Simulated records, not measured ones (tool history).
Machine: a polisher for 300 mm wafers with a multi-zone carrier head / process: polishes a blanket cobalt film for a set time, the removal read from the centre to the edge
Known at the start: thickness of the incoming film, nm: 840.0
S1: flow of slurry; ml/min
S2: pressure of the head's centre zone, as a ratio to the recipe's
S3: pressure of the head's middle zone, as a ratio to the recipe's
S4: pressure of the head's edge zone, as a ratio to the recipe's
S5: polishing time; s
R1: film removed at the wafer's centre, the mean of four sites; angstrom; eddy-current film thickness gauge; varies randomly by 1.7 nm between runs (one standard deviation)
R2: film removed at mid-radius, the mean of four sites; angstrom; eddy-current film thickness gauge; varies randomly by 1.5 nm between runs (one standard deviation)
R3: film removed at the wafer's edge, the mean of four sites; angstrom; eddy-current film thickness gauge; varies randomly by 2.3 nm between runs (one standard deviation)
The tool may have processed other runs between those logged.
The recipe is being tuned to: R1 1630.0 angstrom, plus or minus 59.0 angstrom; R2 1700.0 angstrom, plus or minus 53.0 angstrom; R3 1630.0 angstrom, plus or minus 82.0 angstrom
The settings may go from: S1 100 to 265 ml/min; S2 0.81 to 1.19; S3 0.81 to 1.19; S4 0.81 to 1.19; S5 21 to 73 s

| run | hour | S1 | S2 | S3 | S4 | S5 | R1 | R2 | R3 |
|---|---|---|---|---|---|---|---|---|---|
| 1 | 0.0 | 170 | 1.00 | 1.00 | 1.00 | 47 | 2166.8 | 2213.7 | 2182.0 |
| 2 | 8.4 | 170 | 1.00 | 1.00 | 1.07 | 47 | 2211.1 | 2171.5 | 2226.9 |
| 3 | 16.3 | 170 | 1.00 | 1.00 | 1.05 | 46 | 2154.6 | 2106.8 | 2201.2 |
| 4 | 23.1 | 170 | 0.92 | 1.00 | 1.05 | 46 | 1977.5 | 2167.5 | 2160.1 |
| 5 | 31.2 | 170 | 0.92 | 1.00 | 1.13 | 46 | 1944.3 | 2153.8 | 2270.7 |
| 6 | 32.0 | 170 | 0.92 | 1.00 | 1.13 | 57 | 2455.8 | 2663.4 | 2878.9 |
| 7 | 40.4 | 170 | 0.92 | 0.99 | 1.10 | 55 | 2394.0 | 2548.9 | 2602.6 |
| 8 | 46.9 | 165 | 0.91 | 0.97 | 1.09 | 54 | 2233.4 | 2494.6 | 2558.6 |
| 9 | 54.6 | 165 | 0.92 | 0.96 | 1.07 | 52 | 2183.7 | 2407.3 | 2488.0 |
| 10 | 60.6 | 165 | 0.93 | 0.97 | 1.06 | 50 | 2149.8 | 2298.8 | 2318.3 |
| 11 | 69.6 | 160 | 0.93 | 0.96 | 1.05 | 49 | 2114.4 | 2221.1 | 2276.5 |
| 12 | 72.2 | 155 | 0.93 | 0.95 | 1.03 | 48 | 2024.9 | 2154.1 | 2227.8 |
| 13 | 76.6 | 155 | 0.93 | 0.95 | 1.01 | 47 | 2015.1 | 2089.9 | 2101.5 |

Which one of the following 4 next-run settings gets every result inside its allowed miss? There is exactly one.
| A | 81.0 | 125 | 0.97 | 0.90 | 0.94 | 59 | ? | ? | ? |
| B | 81.0 | 140 | 0.96 | 0.97 | 0.91 | 38 | ? | ? | ? |
| C | 81.0 | 125 | 0.94 | 0.81 | 1.03 | 40 | ? | ? | ? |
| D | 81.0 | 120 | 1.02 | 0.98 | 1.01 | 37 | ? | ? | ? |

| move | R1 | R2 | R3 |
|---|---|---|---|
| A | 2479.6 | 2434.5 | 2514.7 |
| B | 1632.5 | 1667.6 | 1626.9 |
| C | 1628.1 | 1579.1 | 1782.4 |
| D | 1615.5 | 1567.2 | 1618.3 |
A: its largest miss is bigger than the last run's
B: meets every target
C: pushes the last run's worst result past its target
D: pushes the last run's worst result past its target
So the answer is move B, the one that meets all the targets.

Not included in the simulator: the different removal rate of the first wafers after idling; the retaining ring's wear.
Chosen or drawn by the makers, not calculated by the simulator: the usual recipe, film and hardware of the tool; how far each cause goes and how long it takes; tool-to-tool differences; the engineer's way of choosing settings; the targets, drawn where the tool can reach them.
